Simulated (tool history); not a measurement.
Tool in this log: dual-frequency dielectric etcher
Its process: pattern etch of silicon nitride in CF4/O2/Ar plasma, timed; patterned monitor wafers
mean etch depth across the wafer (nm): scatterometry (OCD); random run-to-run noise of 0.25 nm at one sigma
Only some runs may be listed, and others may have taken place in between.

run	day	source power (kW)	bias power (kW)	Ar flow (sccm)	CF4 flow (sccm)	etch time (s)	mean etch depth across the wafer (nm)
1	0.000	0.530	0.066	123	134	21	48.321
2	0.292	0.530	0.066	115	134	21	48.422
3	0.425	0.530	0.070	115	134	21	48.444
4	0.688	0.530	0.070	115	151	21	48.830
5	0.808	0.530	0.070	115	166	21	49.318
6	1.171	0.530	0.070	98	166	21	50.166
7	1.542	0.490	0.069	99	166	21	45.864
8	1.725	0.470	0.069	99	166	21	43.774

Predict the results of run 9:
9	1.792	0.460	0.069	99	166	21	?

mean etch depth across the wafer (nm): 43.037
